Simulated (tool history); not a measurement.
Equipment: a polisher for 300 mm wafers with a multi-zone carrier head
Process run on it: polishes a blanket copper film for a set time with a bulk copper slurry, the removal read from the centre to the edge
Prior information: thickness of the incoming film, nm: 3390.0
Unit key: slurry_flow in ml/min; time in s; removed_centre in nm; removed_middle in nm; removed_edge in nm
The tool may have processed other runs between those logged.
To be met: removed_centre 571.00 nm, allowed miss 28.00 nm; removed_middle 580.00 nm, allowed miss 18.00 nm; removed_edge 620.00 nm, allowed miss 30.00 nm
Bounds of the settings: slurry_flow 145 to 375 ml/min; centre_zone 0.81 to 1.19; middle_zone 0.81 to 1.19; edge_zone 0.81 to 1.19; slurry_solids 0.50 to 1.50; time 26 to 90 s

run	hour	slurry_flow	centre_zone	middle_zone	edge_zone	slurry_solids	time	removed_centre	removed_middle	removed_edge
1	0.0	240	1.00	1.00	1.00	1.00	58	468.40	459.13	459.32
2	7.1	240	1.00	1.00	1.08	1.00	58	457.97	458.71	472.77
3	12.2	185	1.00	1.00	1.08	1.00	58	440.97	453.16	471.30
4	15.9	180	1.01	1.00	1.09	1.10	60	470.84	465.23	507.96
5	22.7	180	1.02	1.03	1.09	1.15	61	489.84	500.27	505.41
6	25.2	155	1.02	1.03	1.09	1.15	61	488.24	488.13	501.86
7	33.5	160	1.02	1.03	1.11	1.20	62	504.24	501.19	528.66
8	40.8	165	1.02	1.04	1.12	1.25	62	508.15	506.54	526.38
9	45.2	165	1.01	1.04	1.13	1.25	63	525.79	517.61	535.15
10	47.1	165	1.01	1.04	1.13	1.25	63	519.64	514.15	533.46
11	55.4	160	1.00	1.04	1.13	1.25	65	513.31	533.30	550.36
12	56.0	160	1.00	1.04	1.13	1.30	66	533.42	545.69	577.51
13	61.4	165	1.00	1.04	1.13	1.35	66	536.92	552.33	567.77
14	68.3	165	1.00	1.04	1.14	1.35	67	545.85	565.41	575.49

Consider the 5 candidate settings below. Which is the only one whose results all fall within their allowed miss of target?
A	75.2	185	1.10	1.02	1.16	1.25	70	?	?	?
B	75.2	155	0.99	1.00	1.13	1.40	71	?	?	?
C	75.2	170	1.04	1.14	1.05	1.35	60	?	?	?
D	75.2	145	0.86	0.93	1.05	1.40	83	?	?	?
E	75.2	165	1.02	1.12	1.08	1.30	68	?	?	?

move	removed_centre	removed_middle	removed_edge
A	638.80	567.68	614.99
B	581.15	567.13	620.70
C	520.55	538.91	505.41
D	581.62	617.23	694.16
E	570.00	593.14	573.61
A: puts the biggest miss on target and leaves a different result outside tolerance
B: all results in spec
C: its largest miss is bigger than the last run's
D: carries the result that was furthest off beyond its target, to the other side
E: about as far from the targets as the last run
The right move is B.
